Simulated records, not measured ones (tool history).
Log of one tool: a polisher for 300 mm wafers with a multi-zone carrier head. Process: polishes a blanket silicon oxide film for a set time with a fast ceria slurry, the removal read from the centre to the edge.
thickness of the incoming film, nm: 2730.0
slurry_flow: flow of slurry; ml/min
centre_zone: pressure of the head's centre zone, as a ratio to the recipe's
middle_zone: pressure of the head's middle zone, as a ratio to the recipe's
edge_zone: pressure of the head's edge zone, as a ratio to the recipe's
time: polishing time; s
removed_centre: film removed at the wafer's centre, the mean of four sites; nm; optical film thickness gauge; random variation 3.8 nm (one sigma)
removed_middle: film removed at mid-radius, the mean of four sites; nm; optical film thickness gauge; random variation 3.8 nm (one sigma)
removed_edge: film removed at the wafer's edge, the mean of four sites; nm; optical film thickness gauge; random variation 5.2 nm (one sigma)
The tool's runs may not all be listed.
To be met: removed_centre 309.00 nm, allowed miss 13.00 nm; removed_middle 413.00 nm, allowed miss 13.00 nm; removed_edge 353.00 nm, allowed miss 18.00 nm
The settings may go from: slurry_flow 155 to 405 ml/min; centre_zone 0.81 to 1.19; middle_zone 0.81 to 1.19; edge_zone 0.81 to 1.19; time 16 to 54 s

run  hour  slurry_flow  centre_zone  middle_zone  edge_zone  time  removed_centre  removed_middle  removed_edge
  1   0.0          260         1.00         1.00       1.00    35          552.17          557.27        549.76
  2   7.3          260         1.04         1.00       1.00    35          558.75          560.29        545.54
  3  13.2          260         1.04         0.92       1.00    35          562.99          519.33        533.26
  4  21.5          260         1.04         0.92       1.00    40          638.04          591.46        619.03
  5  23.2          255         1.01         0.95       0.99    38          601.27          579.58        578.13
  6  27.5          215         1.01         0.95       0.99    38          571.20          566.76        568.79
  7  30.5          210         0.99         0.97       0.99    36          537.53          539.57        552.43
  8  36.5          205         0.97         1.00       0.97    34          492.33          521.02        513.68
  9  40.4          200         0.96         1.02       0.95    33          476.15          520.33        485.01
 10  48.0          195         0.94         1.03       0.94    32          441.09          500.88        477.27
 11  52.4          195         0.93         1.04       0.93    31          428.93          488.86        461.95
 12  57.6          190         0.92         1.05       0.92    30          407.59          479.26        428.80
 13  63.8          190         0.91         1.05       0.91    29          401.86          463.52        423.02
 14  71.6          185         0.90         1.06       0.91    28          379.56          446.16        394.51
 15  74.0          180         0.89         1.07       0.91    28          363.42          457.63        391.01
 16  78.0          180         0.88         1.07       0.91    28          360.29          447.82        409.97
 17  83.3          180         0.87         1.07       0.90    28          357.39          441.05        393.51
 18  90.7          180         0.86         1.07       0.90    28          359.71          445.47        397.88

Which of these 4 next moves meets every target?
  A  98.1          185         0.82         1.09       0.86    23               ?               ?             ?
  B  98.1          215         0.82         1.08       0.85    25               ?               ?             ?
  C  98.1          160         0.88         1.15       0.86    22               ?               ?             ?
  D  98.1          155         0.88         1.17       0.90    22               ?               ?             ?

move  removed_centre  removed_middle  removed_edge
   A          274.93          373.48        318.38
   B          305.79          411.17        349.69
   C          274.77          365.56        299.29
   D          273.16          369.04        303.98
A: takes the result that was furthest off past its target
B: meets every target
C: takes the result that was furthest off past its target
D: takes the result that was furthest off past its target
Move B is the one to make.
